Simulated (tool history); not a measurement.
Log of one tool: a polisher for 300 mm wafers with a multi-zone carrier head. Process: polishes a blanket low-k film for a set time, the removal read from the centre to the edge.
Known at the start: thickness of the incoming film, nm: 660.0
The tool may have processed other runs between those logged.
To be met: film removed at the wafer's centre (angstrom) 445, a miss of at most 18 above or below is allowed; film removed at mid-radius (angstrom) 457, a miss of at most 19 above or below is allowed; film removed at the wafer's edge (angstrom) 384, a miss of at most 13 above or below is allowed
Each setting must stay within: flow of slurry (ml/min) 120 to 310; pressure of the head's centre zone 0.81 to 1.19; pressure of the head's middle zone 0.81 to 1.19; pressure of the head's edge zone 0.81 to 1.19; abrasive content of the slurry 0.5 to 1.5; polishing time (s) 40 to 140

run  hour  flow of slurry (ml/min)  pressure of the head's centre zone  pressure of the head's middle zone  pressure of the head's edge zone  abrasive content of the slurry  polishing time (s)  film removed at the wafer's centre (angstrom)  film removed at mid-radius (angstrom)  film removed at the wafer's edge (angstrom)
  1     0                      200                                   1                                   1                                 1                               1                  90                                         303.16                                 266.08                                       271.07
  2   7.8                      210                                   1                                1.04                                 1                             1.1                  92                                         318.23                                 287.92                                       287.52
  3  16.4                      170                                   1                                1.04                                 1                             1.1                  92                                         314.41                                 283.85                                       281.15
  4    25                      170                                   1                                0.99                                 1                             1.1                  92                                         314.78                                 269.05                                       280.42
  5  32.7                      170                                   1                                0.99                                 1                             1.3                  92                                         323.08                                 284.42                                       291.77
  6  38.2                      180                                1.01                                1.03                              0.99                            1.35                  95                                         341.58                                 302.02                                       309.28
  7  45.8                      175                                   1                                1.06                              0.95                            1.35                 101                                         361.18                                 335.69                                       317.48
  8  48.8                      180                                   1                                1.09                              0.95                             1.4                 104                                         385.85                                 354.58                                       338.92
     55.4  -- centre zone pressure recalibrated
  9  55.4                      185                                0.99                                1.11                              0.93                             1.4                 107                                          346.8                                 369.55                                       340.52
 10  62.7                      185                                1.01                                1.13                              0.92                             1.4                 110                                         365.83                                 389.72                                        353.3
 11  66.3                      185                                1.01                                1.13                              0.92                             1.4                 110                                         365.25                                 396.65                                       344.17
 12  73.4                      190                                1.03                                1.14                              0.94                             1.4                 111                                         376.95                                 404.71                                       355.95
 13  80.2                      190                                1.06                                1.15                              0.95                             1.4                 111                                         386.79                                 403.65                                        358.3
 14  81.9                      195                                1.08                                1.16                              0.95                             1.4                 112                                         398.07                                 409.26                                       362.47
 15  88.4                      200                                1.09                                1.17                              0.94                             1.4                 113                                         407.72                                 415.49                                       369.61
 16  89.2                      195                                 1.1                                1.17                              0.92                             1.4                 114                                         414.06                                  413.6                                       365.85

5 candidate next runs follow, results not yet known. Just one meets every target within its allowed miss. Identify it.
  A    90                      220                                1.09                                1.17                               0.9                             1.5                 118                                              ?                                      ?                                            ?
  B    90                      195                                1.11                                 1.1                              0.92                             1.4                 119                                              ?                                      ?                                            ?
  C    90                      215                                1.17                                1.11                              0.94                             1.5                 125                                              ?                                      ?                                            ?
  D    90                      200                                1.17                                1.13                               0.9                            1.45                 112                                              ?                                      ?                                            ?
  E    90                      190                                1.17                                1.18                              1.01                             1.4                 114                                              ?                                      ?                                            ?

move  film removed at the wafer's centre (angstrom)  film removed at mid-radius (angstrom)  film removed at the wafer's edge (angstrom)
   A                                         444.25                                 459.29                                       386.47
   B                                         439.36                                 423.93                                       381.99
   C                                         503.48                                 463.37                                       417.12
   D                                         442.12                                 413.64                                       360.17
   E                                         442.17                                 429.59                                       381.04
A: in spec on every target
B: better than the last run, though not everything is in spec
C: puts the biggest miss on target and leaves a different result outside tolerance
D: neither nearer nor further off than the last run
E: better than the last run, though not everything is in spec
The right move is A.

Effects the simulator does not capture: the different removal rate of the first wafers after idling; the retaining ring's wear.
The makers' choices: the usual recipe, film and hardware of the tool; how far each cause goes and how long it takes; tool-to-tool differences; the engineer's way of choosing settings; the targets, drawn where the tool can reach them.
